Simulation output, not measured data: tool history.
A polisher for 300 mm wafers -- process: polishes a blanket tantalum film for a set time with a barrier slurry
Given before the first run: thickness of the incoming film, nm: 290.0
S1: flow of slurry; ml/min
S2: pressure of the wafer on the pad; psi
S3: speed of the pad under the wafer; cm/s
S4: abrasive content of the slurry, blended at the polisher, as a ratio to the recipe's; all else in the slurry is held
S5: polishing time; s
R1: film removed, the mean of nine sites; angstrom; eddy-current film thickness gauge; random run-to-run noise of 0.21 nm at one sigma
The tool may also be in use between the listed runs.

{"run": 1, "day": 0.0, "S1": 140, "S2": 2.1, "S3": 94, "S4": 1, "S5": 44, "R1": 697.82}
{"run": 2, "day": 0.2, "S1": 140, "S2": 1.8, "S3": 94, "S4": 1, "S5": 44, "R1": 608.64}
{"run": 3, "day": 0.438, "S1": 140, "S2": 1.8, "S3": 72, "S4": 1, "S5": 44, "R1": 463.69}
{"run": 4, "day": 0.55, "S1": 130, "S2": 1.5, "S3": 66, "S4": 1, "S5": 44, "R1": 354.62}
{"run": 5, "day": 0.575, "S1": 130, "S2": 1.5, "S3": 80, "S4": 1, "S5": 44, "R1": 425.28}
{"run": 6, "day": 0.879, "S1": 120, "S2": 1.3, "S3": 74, "S4": 1, "S5": 44, "R1": 332.92}
{"run": 7, "day": 1.229, "S1": 110, "S2": 1.2, "S3": 74, "S4": 1, "S5": 44, "R1": 311.69}
{"run": 8, "day": 1.471, "S1": 105, "S2": 1.1, "S3": 72, "S4": 1, "S5": 44, "R1": 273.92}

Predict the results of run 9:
{"run": 9, "day": 1.754, "S1": 100, "S2": 1.1, "S3": 72, "S4": 1, "S5": 44, "R1": "?"}

R1: 273.23 angstrom
